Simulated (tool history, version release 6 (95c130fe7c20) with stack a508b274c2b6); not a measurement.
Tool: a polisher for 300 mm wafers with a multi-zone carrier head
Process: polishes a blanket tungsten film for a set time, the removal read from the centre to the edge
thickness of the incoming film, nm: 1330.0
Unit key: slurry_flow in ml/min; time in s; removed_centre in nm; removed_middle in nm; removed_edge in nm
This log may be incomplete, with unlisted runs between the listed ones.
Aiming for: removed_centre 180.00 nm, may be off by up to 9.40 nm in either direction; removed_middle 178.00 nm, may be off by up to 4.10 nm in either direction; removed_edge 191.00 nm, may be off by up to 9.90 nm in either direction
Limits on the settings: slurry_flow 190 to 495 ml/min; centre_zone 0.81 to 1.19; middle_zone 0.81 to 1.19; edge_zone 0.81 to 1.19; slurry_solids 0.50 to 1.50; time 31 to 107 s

Run 1, hour 0.0: slurry_flow 320 ml/min, centre_zone 1.00, middle_zone 1.00, edge_zone 1.00, slurry_solids 1.00, time 69 s. Result: removed_centre 335.73 nm, removed_middle 337.39 nm, removed_edge 328.12 nm.
Run 2, hour 7.2: slurry_flow 320 ml/min, centre_zone 1.00, middle_zone 1.00, edge_zone 1.03, slurry_solids 1.00, time 69 s. Result: removed_centre 326.82 nm, removed_middle 334.81 nm, removed_edge 337.40 nm.
Run 3, hour 11.6: slurry_flow 320 ml/min, centre_zone 1.00, middle_zone 0.95, edge_zone 1.03, slurry_solids 1.00, time 69 s. Result: removed_centre 342.22 nm, removed_middle 324.48 nm, removed_edge 330.09 nm.
Run 4, hour 18.7: slurry_flow 310 ml/min, centre_zone 0.95, middle_zone 0.92, edge_zone 1.03, slurry_solids 0.85, time 60 s. Result: removed_centre 257.71 nm, removed_middle 256.37 nm, removed_edge 283.37 nm.
Run 5, hour 21.1: slurry_flow 310 ml/min, centre_zone 0.95, middle_zone 0.92, edge_zone 0.97, slurry_solids 0.85, time 60 s. Result: removed_centre 249.94 nm, removed_middle 258.09 nm, removed_edge 265.47 nm.
Run 6, hour 23.5: slurry_flow 300 ml/min, centre_zone 0.95, middle_zone 0.88, edge_zone 0.94, slurry_solids 0.75, time 56 s. Result: removed_centre 231.86 nm, removed_middle 223.66 nm, removed_edge 237.81 nm.
Run 7, hour 30.7: slurry_flow 290 ml/min, centre_zone 0.93, middle_zone 0.86, edge_zone 0.91, slurry_solids 0.65, time 55 s. Result: removed_centre 204.93 nm, removed_middle 200.58 nm, removed_edge 216.94 nm.
Run 8, hour 38.2: slurry_flow 275 ml/min, centre_zone 0.92, middle_zone 0.84, edge_zone 0.88, slurry_solids 0.65, time 55 s. Result: removed_centre 201.36 nm, removed_middle 194.18 nm, removed_edge 215.28 nm.
Run 9, hour 44.0: slurry_flow 285 ml/min, centre_zone 0.91, middle_zone 0.84, edge_zone 0.86, slurry_solids 0.60, time 54 s. Result: removed_centre 193.34 nm, removed_middle 184.63 nm, removed_edge 202.49 nm.

4 next moves are on the table. One of them brings every result within its allowed miss. Which?
Run A, hour 49.8: slurry_flow 355 ml/min, centre_zone 1.09, middle_zone 0.90, edge_zone 0.84, slurry_solids 0.60, time 49 s. Result: removed_centre ?, removed_middle ?, removed_edge ?.
Run B, hour 49.8: slurry_flow 315 ml/min, centre_zone 0.99, middle_zone 0.90, edge_zone 0.89, slurry_solids 0.60, time 54 s. Result: removed_centre ?, removed_middle ?, removed_edge ?.
Run C, hour 49.8: slurry_flow 310 ml/min, centre_zone 1.00, middle_zone 0.92, edge_zone 0.81, slurry_solids 0.60, time 52 s. Result: removed_centre ?, removed_middle ?, removed_edge ?.
Run D, hour 49.8: slurry_flow 290 ml/min, centre_zone 0.90, middle_zone 0.85, edge_zone 0.84, slurry_solids 0.65, time 50 s. Result: removed_centre ?, removed_middle ?, removed_edge ?.

move  removed_centre  removed_middle  removed_edge
   A          209.42          181.86        180.97
   B          206.85          198.23        201.93
   C          200.88          194.10        187.63
   D          178.40          179.86        188.46
A: brings the last run's worst result on target, with another outside its allowed miss
B: further off than the last run
C: further off than the last run
D: all results in spec
D is the move that brings every result within its allowed miss.
